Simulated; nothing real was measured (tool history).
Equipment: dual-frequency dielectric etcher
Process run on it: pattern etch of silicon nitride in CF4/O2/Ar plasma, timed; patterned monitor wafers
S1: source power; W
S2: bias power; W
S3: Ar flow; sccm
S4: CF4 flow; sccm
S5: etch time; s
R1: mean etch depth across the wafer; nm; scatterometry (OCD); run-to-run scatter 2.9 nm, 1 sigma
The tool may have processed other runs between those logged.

run  hour   S1  S2  S3  S4   S5       R1
  1   0.0  510  39  82  89  574  1107.50
  2   6.0  460  37  83  89  574   976.82
  3   9.9  460  37  83  82  574   961.91
  4  18.2  460  37  70  82  574   982.69
  5  23.0  500  37  70  82  574  1069.10
  6  24.8  460  36  70  82  574   966.94
  7  33.6  430  36  70  82  574   901.27

Expected results for the next run?
  8  38.4  400  36  70  82  574   ?

R1: 834.75 nm
